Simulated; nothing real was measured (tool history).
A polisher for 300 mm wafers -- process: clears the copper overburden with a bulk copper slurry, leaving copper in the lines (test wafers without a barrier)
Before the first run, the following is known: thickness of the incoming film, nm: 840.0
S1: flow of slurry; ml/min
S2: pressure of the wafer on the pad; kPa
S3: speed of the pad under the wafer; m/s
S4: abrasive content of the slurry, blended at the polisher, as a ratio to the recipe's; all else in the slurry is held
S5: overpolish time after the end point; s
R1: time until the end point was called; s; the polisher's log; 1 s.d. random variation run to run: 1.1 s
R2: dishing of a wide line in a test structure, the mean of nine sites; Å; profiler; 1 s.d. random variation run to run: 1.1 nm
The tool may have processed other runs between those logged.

Run 1, hour 0: S1 305 ml/min, S2 20 kPa, S3 1.14 m/s, S4 1, S5 21 s. Result: R1 74.407 s, R2 570.85 Å.
Run 2, hour 2.3: S1 305 ml/min, S2 20 kPa, S3 1.14 m/s, S4 1, S5 12 s. Result: R1 73.879 s, R2 518.92 Å.
Run 3, hour 4: S1 305 ml/min, S2 17.9 kPa, S3 1.14 m/s, S4 1, S5 12 s. Result: R1 82.72 s, R2 475.4 Å.
Run 4, hour 9.3: S1 305 ml/min, S2 17.9 kPa, S3 1.12 m/s, S4 1, S5 16 s. Result: R1 83.46 s, R2 539.81 Å.
Run 5, hour 12.6: S1 305 ml/min, S2 17.9 kPa, S3 1.3 m/s, S4 1, S5 16 s. Result: R1 72.075 s, R2 554.51 Å.
Run 6, hour 20.1: S1 305 ml/min, S2 17.2 kPa, S3 1.3 m/s, S4 1, S5 17 s. Result: R1 74.565 s, R2 550.58 Å.
Run 7, hour 21.5: S1 305 ml/min, S2 16.5 kPa, S3 1.3 m/s, S4 1, S5 18 s. Result: R1 78.025 s, R2 537.39 Å.
Run 8, hour 26.1: S1 305 ml/min, S2 15.9 kPa, S3 1.3 m/s, S4 1, S5 20 s. Result: R1 81.831 s, R2 558.76 Å.
Run 9, hour 34: S1 305 ml/min, S2 15.2 kPa, S3 1.3 m/s, S4 1, S5 21 s. Result: R1 86.199 s, R2 538.7 Å.
At hour 34.7: head pressure recalibrated.
Run 10, hour 34.7: S1 305 ml/min, S2 15.2 kPa, S3 1.3 m/s, S4 1, S5 23 s. Result: R1 79.738 s, R2 555.6 Å.
Run 11, hour 43.3: S1 290 ml/min, S2 9.7 kPa, S3 1.24 m/s, S4 1, S5 33 s. Result: R1 127.36 s, R2 530 Å.
Run 12, hour 52.3: S1 290 ml/min, S2 10.3 kPa, S3 1.24 m/s, S4 1, S5 33 s. Result: R1 119.06 s, R2 528.6 Å.
Run 13, hour 56.7: S1 290 ml/min, S2 11 kPa, S3 1.24 m/s, S4 1, S5 34 s. Result: R1 110.4 s, R2 530.79 Å.

What does the tool deliver on the next run?
Run 14, hour 61.7: S1 305 ml/min, S2 11 kPa, S3 1.24 m/s, S4 1, S5 35 s. Result: R1 ?, R2 ?.

{"run 14": {"R1": 109.92, "R2": 553.32}}
